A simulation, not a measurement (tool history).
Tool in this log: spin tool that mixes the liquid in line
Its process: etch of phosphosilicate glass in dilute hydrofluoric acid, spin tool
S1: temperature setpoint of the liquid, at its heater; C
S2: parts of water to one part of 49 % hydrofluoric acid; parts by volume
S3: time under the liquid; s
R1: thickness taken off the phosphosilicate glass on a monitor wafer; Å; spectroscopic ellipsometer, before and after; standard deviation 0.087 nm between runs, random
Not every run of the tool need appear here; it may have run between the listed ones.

| run | hour | S1 | S2 | S3 | R1 |
|---|---|---|---|---|---|
| 1 | 0.0 | 25.0 | 140 | 15 | 207.91 |
| 2 | 7.2 | 24.0 | 140 | 15 | 200.67 |
| 3 | 13.4 | 24.0 | 120 | 15 | 239.80 |
| 4 | 17.3 | 24.0 | 120 | 15 | 239.61 |
| 5 | 24.7 | 22.5 | 125 | 15 | 216.80 |
| 6 | 32.8 | 19.5 | 125 | 15 | 192.15 |
| 7 | 38.0 | 19.0 | 125 | 15 | 187.18 |
| 8 | 43.7 | 18.5 | 125 | 15 | 185.08 |

Estimate the outcome of run 9 from the log above:
| 9 | 45.0 | 18.0 | 125 | 15 | ? |

Run 9 measured R1 179.02 Å.
